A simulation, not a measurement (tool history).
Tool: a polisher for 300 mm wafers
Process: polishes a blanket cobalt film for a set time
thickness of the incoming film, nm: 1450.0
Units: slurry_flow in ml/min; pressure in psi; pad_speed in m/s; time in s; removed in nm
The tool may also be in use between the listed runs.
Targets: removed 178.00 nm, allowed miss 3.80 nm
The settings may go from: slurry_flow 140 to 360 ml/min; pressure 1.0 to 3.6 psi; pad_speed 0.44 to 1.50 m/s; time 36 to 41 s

run  hour  slurry_flow  pressure  pad_speed  time  removed
  1   0.0          230       2.3       0.96    41   227.90
  2   8.4          220       2.2       0.96    41   216.96
  3  11.1          220       2.0       0.96    41   198.86
  4  18.2          220       2.0       0.78    41   164.02
  5  24.6          170       2.0       0.78    41   160.29
  6  28.9          185       2.1       0.78    41   169.72
  7  33.7          190       2.1       0.78    41   166.84
  8  36.3          200       2.1       0.78    41   169.90
  9  38.7          205       2.1       0.78    41   171.24
 10  41.4          205       2.1       0.78    41   172.70

4 next moves are on the table. One of them brings every result within its allowed miss. Which?
  A  44.1          185       2.4       0.80    37        ?
  B  44.1          165       2.2       0.96    36        ?
  C  44.1          145       2.1       0.86    39        ?
  D  44.1          200       1.8       0.92    40        ?

move  removed
   A   177.02
   B   186.56
   C   171.23
   D   167.17
A: meets every target
B: takes the result that was furthest off past its target
C: further off than the last run
D: further off than the last run
The right move is A.
